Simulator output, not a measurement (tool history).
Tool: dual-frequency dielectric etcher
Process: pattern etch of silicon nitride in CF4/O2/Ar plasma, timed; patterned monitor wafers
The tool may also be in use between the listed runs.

run,hour,source power (W),bias power (W),Ar flow (sccm),CF4 flow (sccm),etch time (s),mean etch depth across the wafer (Å)
1,0,440,44,99,94,87,1285.3
2,1.9,420,44,99,94,87,1240
3,6.4,420,44,115,94,87,1210.9
4,8.3,420,44,115,94,87,1213.9
5,9.2,410,44,115,94,87,1189.8
6,15.8,410,44,107,94,87,1201.5
7,23,400,44,107,94,87,1184.3
8,27.2,390,44,107,94,87,1155.4
9,35.5,390,44,107,94,87,1156.8

Run 10 comes next. What will it give?
10,44.6,340,44,107,94,87,?

{"run 10": {"mean etch depth across the wafer (Å)": 1032.4}}
